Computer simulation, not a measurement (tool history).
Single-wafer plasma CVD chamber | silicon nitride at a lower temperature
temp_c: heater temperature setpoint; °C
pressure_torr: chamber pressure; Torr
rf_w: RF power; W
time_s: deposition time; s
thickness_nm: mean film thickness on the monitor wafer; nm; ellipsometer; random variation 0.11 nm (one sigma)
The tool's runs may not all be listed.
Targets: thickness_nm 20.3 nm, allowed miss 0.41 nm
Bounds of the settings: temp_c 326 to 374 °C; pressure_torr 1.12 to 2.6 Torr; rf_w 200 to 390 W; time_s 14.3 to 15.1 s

{"run": 1, "hour": 0.0, "temp_c": 350, "pressure_torr": 1.86, "rf_w": 295, "time_s": 15.1, "thickness_nm": 18.383}
{"run": 2, "hour": 2.3, "temp_c": 350, "pressure_torr": 1.62, "rf_w": 295, "time_s": 15.1, "thickness_nm": 17.722}
{"run": 3, "hour": 7.5, "temp_c": 350, "pressure_torr": 1.77, "rf_w": 300, "time_s": 15.1, "thickness_nm": 18.239}
{"run": 4, "hour": 14.1, "temp_c": 350, "pressure_torr": 1.77, "rf_w": 300, "time_s": 15.1, "thickness_nm": 18.211}
{"run": 5, "hour": 15.0, "temp_c": 350, "pressure_torr": 1.5, "rf_w": 300, "time_s": 15.1, "thickness_nm": 17.354}
{"run": 6, "hour": 18.4, "temp_c": 350, "pressure_torr": 1.5, "rf_w": 330, "time_s": 15.1, "thickness_nm": 18.008}
{"run": 7, "hour": 26.6, "temp_c": 350, "pressure_torr": 1.62, "rf_w": 335, "time_s": 15.1, "thickness_nm": 18.857}
{"run": 8, "hour": 30.9, "temp_c": 350, "pressure_torr": 1.69, "rf_w": 335, "time_s": 15.1, "thickness_nm": 18.998}

5 next moves are on the table. One of them brings every result within its allowed miss. Which?
{"run": "A", "hour": 35.2, "temp_c": 354, "pressure_torr": 1.93, "rf_w": 370, "time_s": 14.8, "thickness_nm": "?"}
{"run": "B", "hour": 35.2, "temp_c": 362, "pressure_torr": 1.46, "rf_w": 380, "time_s": 14.6, "thickness_nm": "?"}
{"run": "C", "hour": 35.2, "temp_c": 344, "pressure_torr": 1.58, "rf_w": 330, "time_s": 14.3, "thickness_nm": "?"}
{"run": "D", "hour": 35.2, "temp_c": 352, "pressure_torr": 2.05, "rf_w": 390, "time_s": 15.1, "thickness_nm": "?"}
{"run": "E", "hour": 35.2, "temp_c": 348, "pressure_torr": 1.6, "rf_w": 350, "time_s": 15.1, "thickness_nm": "?"}

move=A thickness_nm=20.145
move=B thickness_nm=18.46
move=C thickness_nm=17.442
move=D thickness_nm=21.455
move=E thickness_nm=18.989
A: meets every target
B: further off than the last run
C: further off than the last run
D: takes the result that was furthest off past its target
E: as far off as the last run
The right move is A.
